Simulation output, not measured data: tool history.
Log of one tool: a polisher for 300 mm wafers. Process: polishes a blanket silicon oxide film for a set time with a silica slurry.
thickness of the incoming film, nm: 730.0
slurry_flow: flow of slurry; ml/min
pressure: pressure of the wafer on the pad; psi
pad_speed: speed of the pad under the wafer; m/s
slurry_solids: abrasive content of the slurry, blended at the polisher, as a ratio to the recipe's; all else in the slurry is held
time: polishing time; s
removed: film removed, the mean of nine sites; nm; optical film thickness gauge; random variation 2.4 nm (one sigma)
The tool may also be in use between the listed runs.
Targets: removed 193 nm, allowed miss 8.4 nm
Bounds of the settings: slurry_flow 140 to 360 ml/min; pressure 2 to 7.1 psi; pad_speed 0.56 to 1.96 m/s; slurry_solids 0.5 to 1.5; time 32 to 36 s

Run 1, hour 0: slurry_flow 230 ml/min, pressure 4.5 psi, pad_speed 1.26 m/s, slurry_solids 1, time 36 s. Result: removed 145.66 nm.
Run 2, hour 4.3: slurry_flow 230 ml/min, pressure 4.5 psi, pad_speed 1.26 m/s, slurry_solids 1, time 36 s. Result: removed 139.56 nm.
Run 3, hour 10.6: slurry_flow 230 ml/min, pressure 4.9 psi, pad_speed 1.26 m/s, slurry_solids 1, time 36 s. Result: removed 154.88 nm.
Run 4, hour 12.7: slurry_flow 230 ml/min, pressure 5.2 psi, pad_speed 1.26 m/s, slurry_solids 1, time 36 s. Result: removed 157.59 nm.
Run 5, hour 14.5: slurry_flow 185 ml/min, pressure 5.2 psi, pad_speed 1.26 m/s, slurry_solids 1, time 36 s. Result: removed 152 nm.
Run 6, hour 22.2: slurry_flow 200 ml/min, pressure 5.4 psi, pad_speed 1.26 m/s, slurry_solids 1, time 36 s. Result: removed 159.45 nm.
Run 7, hour 28.1: slurry_flow 215 ml/min, pressure 5.6 psi, pad_speed 1.26 m/s, slurry_solids 1, time 36 s. Result: removed 162.83 nm.
Run 8, hour 31.8: slurry_flow 220 ml/min, pressure 5.9 psi, pad_speed 1.28 m/s, slurry_solids 1, time 36 s. Result: removed 171.64 nm.
Run 9, hour 36.9: slurry_flow 220 ml/min, pressure 6.1 psi, pad_speed 1.28 m/s, slurry_solids 1, time 36 s. Result: removed 177.2 nm.
Run 10, hour 43.2: slurry_flow 220 ml/min, pressure 6.2 psi, pad_speed 1.28 m/s, slurry_solids 1, time 36 s. Result: removed 176.96 nm.
Run 11, hour 52: slurry_flow 220 ml/min, pressure 6.4 psi, pad_speed 1.28 m/s, slurry_solids 1, time 36 s. Result: removed 183.79 nm.

4 next moves are on the table. One of them brings every result within its allowed miss. Which?
Run A, hour 60.8: slurry_flow 235 ml/min, pressure 6.8 psi, pad_speed 1.4 m/s, slurry_solids 1.15, time 36 s. Result: removed ?.
Run B, hour 60.8: slurry_flow 240 ml/min, pressure 6.7 psi, pad_speed 1.2 m/s, slurry_solids 0.95, time 35 s. Result: removed ?.
Run C, hour 60.8: slurry_flow 220 ml/min, pressure 6.2 psi, pad_speed 1.36 m/s, slurry_solids 1, time 35 s. Result: removed ?.
Run D, hour 60.8: slurry_flow 190 ml/min, pressure 6.4 psi, pad_speed 1.46 m/s, slurry_solids 0.9, time 36 s. Result: removed ?.

move  removed
   A   215.47
   B   170.14
   C   180.34
   D   188.29
A: takes the result that was furthest off past its target
B: further off than the last run
C: further off than the last run
D: meets every target
The right move is D.
